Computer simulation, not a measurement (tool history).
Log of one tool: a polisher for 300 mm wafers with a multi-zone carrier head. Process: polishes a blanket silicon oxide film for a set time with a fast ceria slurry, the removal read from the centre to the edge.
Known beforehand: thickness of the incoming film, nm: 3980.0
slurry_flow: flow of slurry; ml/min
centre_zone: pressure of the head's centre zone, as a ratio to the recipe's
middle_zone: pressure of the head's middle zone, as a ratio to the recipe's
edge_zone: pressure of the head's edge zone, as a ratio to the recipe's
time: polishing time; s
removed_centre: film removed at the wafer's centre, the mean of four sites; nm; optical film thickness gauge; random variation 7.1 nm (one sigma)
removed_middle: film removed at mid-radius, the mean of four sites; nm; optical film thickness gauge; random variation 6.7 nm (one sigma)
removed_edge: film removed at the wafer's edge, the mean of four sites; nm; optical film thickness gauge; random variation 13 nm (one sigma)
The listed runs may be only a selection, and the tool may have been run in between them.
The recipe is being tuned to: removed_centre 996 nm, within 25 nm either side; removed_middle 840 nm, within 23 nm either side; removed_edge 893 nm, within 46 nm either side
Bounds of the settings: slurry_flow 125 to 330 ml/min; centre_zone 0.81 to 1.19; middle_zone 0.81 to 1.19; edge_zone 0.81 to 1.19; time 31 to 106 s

{"run": 1, "hour": 0.0, "slurry_flow": 210, "centre_zone": 1, "middle_zone": 1, "edge_zone": 1, "time": 68, "removed_centre": 652.24, "removed_middle": 661.83, "removed_edge": 668.71}
{"run": 2, "hour": 6.1, "slurry_flow": 210, "centre_zone": 1, "middle_zone": 1, "edge_zone": 0.95, "time": 68, "removed_centre": 647.23, "removed_middle": 658.53, "removed_edge": 661.38}
{"run": 3, "hour": 14.1, "slurry_flow": 215, "centre_zone": 1.01, "middle_zone": 1, "edge_zone": 0.97, "time": 70, "removed_centre": 678.23, "removed_middle": 683.49, "removed_edge": 677.43}
{"run": 4, "hour": 17.7, "slurry_flow": 215, "centre_zone": 1.02, "middle_zone": 0.99, "edge_zone": 0.99, "time": 72, "removed_centre": 708.69, "removed_middle": 696.79, "removed_edge": 696.27}
{"run": 5, "hour": 22.3, "slurry_flow": 215, "centre_zone": 1.03, "middle_zone": 0.98, "edge_zone": 1, "time": 74, "removed_centre": 729.93, "removed_middle": 702.14, "removed_edge": 720.1}
{"run": 6, "hour": 30.2, "slurry_flow": 255, "centre_zone": 1.03, "middle_zone": 0.98, "edge_zone": 1, "time": 74, "removed_centre": 743.94, "removed_middle": 722.77, "removed_edge": 737.51}
{"run": 7, "hour": 33.3, "slurry_flow": 260, "centre_zone": 1.04, "middle_zone": 0.98, "edge_zone": 1.01, "time": 75, "removed_centre": 775.09, "removed_middle": 739.15, "removed_edge": 756.2}
{"run": 8, "hour": 38.8, "slurry_flow": 265, "centre_zone": 1.05, "middle_zone": 0.98, "edge_zone": 1.02, "time": 76, "removed_centre": 788.31, "removed_middle": 747.41, "removed_edge": 764.67}
{"run": 9, "hour": 47.2, "slurry_flow": 270, "centre_zone": 1.06, "middle_zone": 0.98, "edge_zone": 1.03, "time": 77, "removed_centre": 805.87, "removed_middle": 758.73, "removed_edge": 777.92}
{"run": 10, "hour": 49.0, "slurry_flow": 270, "centre_zone": 1.07, "middle_zone": 0.98, "edge_zone": 1.04, "time": 78, "removed_centre": 832.97, "removed_middle": 763.51, "removed_edge": 808.32}

Next run, 4 choices. One meets every target within its allowed miss, the rest don't. Which?
{"run": "A", "hour": 50.8, "slurry_flow": 230, "centre_zone": 0.88, "middle_zone": 1.03, "edge_zone": 1.07, "time": 83, "removed_centre": "?", "removed_middle": "?", "removed_edge": "?"}
{"run": "B", "hour": 50.8, "slurry_flow": 235, "centre_zone": 1.09, "middle_zone": 1, "edge_zone": 1.02, "time": 83, "removed_centre": "?", "removed_middle": "?", "removed_edge": "?"}
{"run": "C", "hour": 50.8, "slurry_flow": 330, "centre_zone": 1.09, "middle_zone": 0.9, "edge_zone": 0.91, "time": 90, "removed_centre": "?", "removed_middle": "?", "removed_edge": "?"}
{"run": "D", "hour": 50.8, "slurry_flow": 250, "centre_zone": 0.85, "middle_zone": 1.08, "edge_zone": 1.11, "time": 82, "removed_centre": "?", "removed_middle": "?", "removed_edge": "?"}

move=A removed_centre=702.23 removed_middle=836.18 removed_edge=847.35
move=B removed_centre=870.47 removed_middle=817.03 removed_edge=834.7
move=C removed_centre=983.14 removed_middle=842.07 removed_edge=895.88
move=D removed_centre=678.74 removed_middle=869.54 removed_edge=855.16
A: lands further from the targets than the last run did
B: better than the last run, though not everything is in spec
C: every result lands within tolerance
D: lands further from the targets than the last run did
So the answer is move C, the one that meets all the targets.
